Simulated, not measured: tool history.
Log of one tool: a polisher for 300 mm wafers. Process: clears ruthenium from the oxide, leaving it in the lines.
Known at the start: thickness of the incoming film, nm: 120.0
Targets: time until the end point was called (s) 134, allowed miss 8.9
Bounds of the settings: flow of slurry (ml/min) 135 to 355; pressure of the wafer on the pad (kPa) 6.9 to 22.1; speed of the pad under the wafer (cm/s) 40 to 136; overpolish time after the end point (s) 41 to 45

run  hour  flow of slurry (ml/min)  pressure of the wafer on the pad (kPa)  speed of the pad under the wafer (cm/s)  overpolish time after the end point (s)  time until the end point was called (s)
  1     0                      225                                    14.5                                       88                                       41                                    94.28
  2   8.3                      225                                    14.5                                       88                                       45                                    97.13
  3  10.8                      225                                    13.8                                       88                                       45                                   103.08
  4  17.3                      225                                    13.1                                       88                                       45                                      105
  5  23.2                      225                                    12.4                                       88                                       45                                   109.92
  6  27.6                      225                                    12.4                                       88                                       41                                   108.05
  7  35.6                      225                                    11.7                                       88                                       41                                   118.59
  8  38.7                      225                                      11                                       88                                       41                                   126.87

5 next moves are on the table. One of them brings every result within its allowed miss. Which?
  A  41.8                      165                                    11.7                                       94                                       43                                        ?
  B  41.8                      225                                    11.7                                       90                                       41                                        ?
  C  41.8                      190                                     9.7                                       98                                       43                                        ?
  D  41.8                      255                                     8.3                                       92                                       43                                        ?
  E  41.8                      215                                    11.7                                       96                                       43                                        ?

move  time until the end point was called (s)
   A                                   117.36
   B                                    116.4
   C                                    132.8
   D                                   156.77
   E                                   110.34
A: further off than the last run
B: further off than the last run
C: meets every target
D: takes the result that was furthest off past its target
E: further off than the last run
Move C is the one to make.
